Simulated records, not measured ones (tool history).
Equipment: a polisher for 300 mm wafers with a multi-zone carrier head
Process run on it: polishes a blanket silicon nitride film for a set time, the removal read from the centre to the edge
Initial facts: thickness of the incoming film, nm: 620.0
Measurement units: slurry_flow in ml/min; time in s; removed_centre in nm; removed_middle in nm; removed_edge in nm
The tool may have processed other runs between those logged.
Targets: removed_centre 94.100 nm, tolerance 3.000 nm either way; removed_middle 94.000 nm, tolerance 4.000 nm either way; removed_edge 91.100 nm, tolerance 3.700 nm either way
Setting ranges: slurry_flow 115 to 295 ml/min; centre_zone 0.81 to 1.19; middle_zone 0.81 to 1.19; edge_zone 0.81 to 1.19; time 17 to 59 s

{"run": 1, "hour": 0.0, "slurry_flow": 190, "centre_zone": 1.0, "middle_zone": 1.0, "edge_zone": 1.0, "time": 38, "removed_centre": 70.075, "removed_middle": 69.033, "removed_edge": 72.056}
{"run": 2, "hour": 5.5, "slurry_flow": 190, "centre_zone": 0.93, "middle_zone": 1.0, "edge_zone": 1.0, "time": 38, "removed_centre": 64.843, "removed_middle": 69.071, "removed_edge": 71.171}
{"run": 3, "hour": 7.7, "slurry_flow": 200, "centre_zone": 0.97, "middle_zone": 1.03, "edge_zone": 1.02, "time": 39, "removed_centre": 70.307, "removed_middle": 72.861, "removed_edge": 71.666}
{"run": 4, "hour": 10.5, "slurry_flow": 200, "centre_zone": 0.97, "middle_zone": 1.08, "edge_zone": 1.02, "time": 39, "removed_centre": 69.114, "removed_middle": 76.898, "removed_edge": 75.274}
{"run": 5, "hour": 11.7, "slurry_flow": 200, "centre_zone": 0.97, "middle_zone": 1.08, "edge_zone": 1.02, "time": 32, "removed_centre": 56.156, "removed_middle": 63.111, "removed_edge": 60.103}
{"run": 6, "hour": 17.9, "slurry_flow": 195, "centre_zone": 1.0, "middle_zone": 1.09, "edge_zone": 1.02, "time": 35, "removed_centre": 63.1, "removed_middle": 69.69, "removed_edge": 65.656}
{"run": 7, "hour": 19.5, "slurry_flow": 190, "centre_zone": 1.02, "middle_zone": 1.09, "edge_zone": 1.03, "time": 38, "removed_centre": 70.066, "removed_middle": 73.803, "removed_edge": 71.28}
{"run": 8, "hour": 27.0, "slurry_flow": 190, "centre_zone": 1.03, "middle_zone": 1.1, "edge_zone": 1.03, "time": 40, "removed_centre": 74.375, "removed_middle": 79.34, "removed_edge": 74.73}

Consider the 5 candidate settings below. Which is the only one whose results all fall within their allowed miss of target?
{"run": "A", "hour": 34.5, "slurry_flow": 225, "centre_zone": 1.06, "middle_zone": 1.13, "edge_zone": 1.02, "time": 45, "removed_centre": "?", "removed_middle": "?", "removed_edge": "?"}
{"run": "B", "hour": 34.5, "slurry_flow": 165, "centre_zone": 0.94, "middle_zone": 1.09, "edge_zone": 1.18, "time": 48, "removed_centre": "?", "removed_middle": "?", "removed_edge": "?"}
{"run": "C", "hour": 34.5, "slurry_flow": 165, "centre_zone": 1.01, "middle_zone": 0.91, "edge_zone": 1.12, "time": 52, "removed_centre": "?", "removed_middle": "?", "removed_edge": "?"}
{"run": "D", "hour": 34.5, "slurry_flow": 160, "centre_zone": 0.95, "middle_zone": 1.03, "edge_zone": 1.03, "time": 34, "removed_centre": "?", "removed_middle": "?", "removed_edge": "?"}
{"run": "E", "hour": 34.5, "slurry_flow": 195, "centre_zone": 1.11, "middle_zone": 1.11, "edge_zone": 1.14, "time": 47, "removed_centre": "?", "removed_middle": "?", "removed_edge": "?"}

move=A removed_centre=88.398 removed_middle=94.220 removed_edge=84.258
move=B removed_centre=81.332 removed_middle=93.649 removed_edge=91.965
move=C removed_centre=93.561 removed_middle=87.103 removed_edge=97.967
move=D removed_centre=57.818 removed_middle=62.938 removed_edge=61.889
move=E removed_centre=94.229 removed_middle=95.201 removed_edge=90.376
A: gains on the last run, yet a result remains outside its allowed miss
B: gains on the last run, yet a result remains outside its allowed miss
C: corrects the largest miss of the last run, while another result sits out of spec
D: lands further from the targets than the last run did
E: meets every target
Answer: E
